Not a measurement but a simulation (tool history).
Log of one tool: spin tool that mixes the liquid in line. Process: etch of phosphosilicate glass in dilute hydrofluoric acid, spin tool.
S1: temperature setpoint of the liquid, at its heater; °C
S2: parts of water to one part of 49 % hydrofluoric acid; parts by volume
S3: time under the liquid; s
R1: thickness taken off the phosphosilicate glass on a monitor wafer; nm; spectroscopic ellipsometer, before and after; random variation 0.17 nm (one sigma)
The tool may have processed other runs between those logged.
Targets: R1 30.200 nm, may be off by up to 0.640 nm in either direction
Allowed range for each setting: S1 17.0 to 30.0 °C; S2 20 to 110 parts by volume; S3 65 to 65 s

Run 1, hour 0.0: S1 22.0 °C, S2 60 parts by volume, S3 65 s. Result: R1 60.760 nm.
Run 2, hour 8.8: S1 22.0 °C, S2 40 parts by volume, S3 65 s. Result: R1 94.029 nm.
Run 3, hour 9.6: S1 22.0 °C, S2 40 parts by volume, S3 65 s. Result: R1 93.289 nm.
Run 4, hour 14.9: S1 19.5 °C, S2 40 parts by volume, S3 65 s. Result: R1 85.002 nm.
Run 5, hour 21.9: S1 19.0 °C, S2 55 parts by volume, S3 65 s. Result: R1 59.252 nm.
Run 6, hour 30.5: S1 18.5 °C, S2 65 parts by volume, S3 65 s. Result: R1 48.654 nm.
Run 7, hour 34.4: S1 18.0 °C, S2 70 parts by volume, S3 65 s. Result: R1 43.750 nm.
Run 8, hour 36.7: S1 17.0 °C, S2 90 parts by volume, S3 65 s. Result: R1 32.144 nm.

Which single option among these 4 for the next run brings every result within its allowed miss of target? Just one does.
Run A, hour 39.0: S1 17.0 °C, S2 95 parts by volume, S3 65 s. Result: R1 ?.
Run B, hour 39.0: S1 20.0 °C, S2 95 parts by volume, S3 65 s. Result: R1 ?.
Run C, hour 39.0: S1 18.5 °C, S2 90 parts by volume, S3 65 s. Result: R1 ?.
Run D, hour 39.0: S1 17.0 °C, S2 85 parts by volume, S3 65 s. Result: R1 ?.

move      R1
   A  29.918
   B  33.910
   C  33.819
   D  33.792
A: all results in spec
B: misses by more than the last run did
C: misses by more than the last run did
D: misses by more than the last run did
Answer: A
